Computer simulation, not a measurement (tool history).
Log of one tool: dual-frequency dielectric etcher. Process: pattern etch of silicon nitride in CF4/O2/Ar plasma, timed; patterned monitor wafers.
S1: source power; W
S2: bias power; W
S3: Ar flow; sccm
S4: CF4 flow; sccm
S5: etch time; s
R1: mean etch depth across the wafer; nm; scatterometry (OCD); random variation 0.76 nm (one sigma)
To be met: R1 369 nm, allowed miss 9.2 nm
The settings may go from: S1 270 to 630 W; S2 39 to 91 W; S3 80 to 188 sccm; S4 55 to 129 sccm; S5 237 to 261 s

run,hour,S1,S2,S3,S4,S5,R1
1,0,450,65,134,92,261,443.82
2,6.2,530,65,134,92,261,504.33
3,13.7,560,65,134,92,261,524.5
4,17.7,560,65,134,92,261,527.28
5,26,540,64,134,92,261,509.23
6,33.1,520,63,134,92,261,489.52
7,39.8,500,63,134,92,261,474.03
8,47.4,480,63,134,92,261,460.15
# hour 51.1: Ar flow controller replaced
9,51.1,390,60,135,91,260.5,388.34

4 next moves are on the table. One of them brings every result within its allowed miss. Which?
A,54.8,370,75,150,100,237,?
B,54.8,380,60,150,87,243.5,?
C,54.8,420,62,140,92,261,?
D,54.8,410,71,149,84,243,?

move,R1
A,368.72
B,346.83
C,414.08
D,393.5
A: meets every target
B: takes the result that was furthest off past its target
C: further off than the last run
D: further off than the last run
The right move is A.
